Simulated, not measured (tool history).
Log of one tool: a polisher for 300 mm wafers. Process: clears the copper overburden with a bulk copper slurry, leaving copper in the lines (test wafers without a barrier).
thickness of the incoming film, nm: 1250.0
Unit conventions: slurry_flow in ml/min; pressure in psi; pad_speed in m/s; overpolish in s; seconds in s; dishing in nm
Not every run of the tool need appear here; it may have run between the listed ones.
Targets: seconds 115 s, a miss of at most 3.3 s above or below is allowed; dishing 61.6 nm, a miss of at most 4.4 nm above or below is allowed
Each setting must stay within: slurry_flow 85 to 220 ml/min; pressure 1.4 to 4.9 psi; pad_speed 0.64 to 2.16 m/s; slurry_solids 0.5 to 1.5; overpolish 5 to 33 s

run 1 hour=0 | slurry_flow=140 pressure=3.1 pad_speed=1.4 slurry_solids=1 overpolish=17 | seconds=91.777 dishing=94.398
run 2 hour=2 | slurry_flow=140 pressure=3.7 pad_speed=1.4 slurry_solids=1 overpolish=17 | seconds=77.121 dishing=104.63
run 3 hour=4.4 | slurry_flow=135 pressure=3.3 pad_speed=1.42 slurry_solids=1 overpolish=14 | seconds=86.784 dishing=87.312
run 4 hour=5.7 | slurry_flow=135 pressure=3.3 pad_speed=1.76 slurry_solids=1 overpolish=14 | seconds=71.537 dishing=101.43
run 5 hour=10.3 | slurry_flow=135 pressure=2.9 pad_speed=1.76 slurry_solids=1 overpolish=14 | seconds=79.245 dishing=91.97
run 6 hour=19.3 | slurry_flow=135 pressure=2.9 pad_speed=1.76 slurry_solids=1.2 overpolish=14 | seconds=74.819 dishing=89.281
run 7 hour=26.7 | slurry_flow=130 pressure=2.6 pad_speed=1.76 slurry_solids=1.2 overpolish=13 | seconds=82.971 dishing=88.922
run 8 hour=33.5 | slurry_flow=140 pressure=2.3 pad_speed=1.72 slurry_solids=1.25 overpolish=11 | seconds=92.931 dishing=72.526
run 9 hour=41.5 | slurry_flow=140 pressure=2.3 pad_speed=1.72 slurry_solids=1.25 overpolish=11 | seconds=91.783 dishing=75.612
run 10 hour=46.9 | slurry_flow=135 pressure=2.1 pad_speed=1.72 slurry_solids=1.25 overpolish=10 | seconds=102.67 dishing=64.079
run 11 hour=49 | slurry_flow=125 pressure=2.1 pad_speed=1.72 slurry_solids=1.25 overpolish=10 | seconds=102.58 dishing=64.871
run 12 hour=51.8 | slurry_flow=120 pressure=2 pad_speed=1.72 slurry_solids=1.25 overpolish=10 | seconds=110.07 dishing=65.188
run 13 hour=59.7 | slurry_flow=115 pressure=2 pad_speed=1.72 slurry_solids=1.25 overpolish=10 | seconds=108.66 dishing=65.699
run 14 hour=63.9 | slurry_flow=110 pressure=2 pad_speed=1.72 slurry_solids=1.25 overpolish=10 | seconds=110.27 dishing=63.335

Pick the move, out of 4, that brings all results within their allowed miss; only one does.
run A hour=68.1 | slurry_flow=105 pressure=2 pad_speed=1.62 slurry_solids=1.2 overpolish=10 | seconds=? dishing=?
run B hour=68.1 | slurry_flow=120 pressure=2.1 pad_speed=1.38 slurry_solids=1.45 overpolish=13 | seconds=? dishing=?
run C hour=68.1 | slurry_flow=115 pressure=1.7 pad_speed=1.9 slurry_solids=1.25 overpolish=10 | seconds=? dishing=?
run D hour=68.1 | slurry_flow=85 pressure=1.9 pad_speed=1.72 slurry_solids=1.25 overpolish=16 | seconds=? dishing=?

move=A seconds=119.49 dishing=60.118
move=B seconds=124.22 dishing=68.808
move=C seconds=113.44 dishing=60.723
move=D seconds=124.4 dishing=75.008
A: carries the result that was furthest off beyond its target, to the other side
B: carries the result that was furthest off beyond its target, to the other side
C: in spec on every target
D: carries the result that was furthest off beyond its target, to the other side
C meets every target.
